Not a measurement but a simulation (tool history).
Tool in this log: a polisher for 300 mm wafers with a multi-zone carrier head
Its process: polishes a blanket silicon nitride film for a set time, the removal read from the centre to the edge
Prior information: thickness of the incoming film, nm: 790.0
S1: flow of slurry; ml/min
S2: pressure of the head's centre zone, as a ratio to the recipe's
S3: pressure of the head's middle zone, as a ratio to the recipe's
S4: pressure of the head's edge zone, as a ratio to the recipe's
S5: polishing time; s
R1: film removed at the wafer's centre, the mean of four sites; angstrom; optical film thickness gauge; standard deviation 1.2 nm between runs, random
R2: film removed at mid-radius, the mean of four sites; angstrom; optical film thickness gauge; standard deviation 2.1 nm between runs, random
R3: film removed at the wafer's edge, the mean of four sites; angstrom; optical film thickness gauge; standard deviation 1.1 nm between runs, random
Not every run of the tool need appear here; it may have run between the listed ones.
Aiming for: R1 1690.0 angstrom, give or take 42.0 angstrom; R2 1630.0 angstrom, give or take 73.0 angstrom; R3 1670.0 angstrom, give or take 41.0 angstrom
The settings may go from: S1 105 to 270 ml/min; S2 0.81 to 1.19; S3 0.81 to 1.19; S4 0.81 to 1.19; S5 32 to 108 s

{"run": 1, "hour": 0.0, "S1": 175, "S2": 1.0, "S3": 1.0, "S4": 1.0, "S5": 70, "R1": 1485.1, "R2": 1574.3, "R3": 1519.5}
{"run": 2, "hour": 7.5, "S1": 175, "S2": 1.0, "S3": 1.05, "S4": 1.0, "S5": 70, "R1": 1479.6, "R2": 1625.0, "R3": 1518.9}
{"run": 3, "hour": 8.8, "S1": 155, "S2": 1.0, "S3": 1.05, "S4": 1.0, "S5": 70, "R1": 1436.5, "R2": 1594.5, "R3": 1479.5}
{"run": 4, "hour": 14.2, "S1": 155, "S2": 1.0, "S3": 0.97, "S4": 1.0, "S5": 70, "R1": 1440.5, "R2": 1472.6, "R3": 1482.1}
{"run": 5, "hour": 15.6, "S1": 155, "S2": 1.0, "S3": 0.97, "S4": 0.96, "S5": 70, "R1": 1429.6, "R2": 1483.9, "R3": 1477.7}
{"run": 6, "hour": 23.3, "S1": 175, "S2": 1.0, "S3": 0.96, "S4": 0.98, "S5": 70, "R1": 1490.1, "R2": 1490.7, "R3": 1503.3}
{"run": 7, "hour": 31.5, "S1": 190, "S2": 1.0, "S3": 0.96, "S4": 1.0, "S5": 70, "R1": 1494.2, "R2": 1542.1, "R3": 1536.5}
{"run": 8, "hour": 33.8, "S1": 240, "S2": 1.09, "S3": 0.91, "S4": 1.08, "S5": 71, "R1": 1713.6, "R2": 1557.5, "R3": 1638.1}
{"run": 9, "hour": 38.4, "S1": 240, "S2": 1.08, "S3": 0.92, "S4": 1.08, "S5": 71, "R1": 1693.8, "R2": 1563.3, "R3": 1642.0}

Consider the 5 candidate settings below. Which is the only one whose results all fall within their allowed miss of target?
{"run": "A", "hour": 43.0, "S1": 255, "S2": 1.1, "S3": 0.87, "S4": 1.1, "S5": 70, "R1": "?", "R2": "?", "R3": "?"}
{"run": "B", "hour": 43.0, "S1": 195, "S2": 1.08, "S3": 0.83, "S4": 1.11, "S5": 75, "R1": "?", "R2": "?", "R3": "?"}
{"run": "C", "hour": 43.0, "S1": 220, "S2": 1.03, "S3": 0.82, "S4": 1.07, "S5": 73, "R1": "?", "R2": "?", "R3": "?"}
{"run": "D", "hour": 43.0, "S1": 270, "S2": 1.06, "S3": 0.95, "S4": 1.07, "S5": 71, "R1": "?", "R2": "?", "R3": "?"}
{"run": "E", "hour": 43.0, "S1": 210, "S2": 1.03, "S3": 0.86, "S4": 1.13, "S5": 73, "R1": "?", "R2": "?", "R3": "?"}

move=A R1=1696.0 R2=1440.0 R3=1666.0
move=B R1=1713.4 R2=1436.5 R3=1743.7
move=C R1=1626.6 R2=1411.3 R3=1695.2
move=D R1=1673.7 R2=1570.8 R3=1677.9
move=E R1=1615.1 R2=1451.9 R3=1723.4
A: lands further from the targets than the last run did
B: lands further from the targets than the last run did
C: lands further from the targets than the last run did
D: in spec on every target
E: lands further from the targets than the last run did
Move D is the one to make.
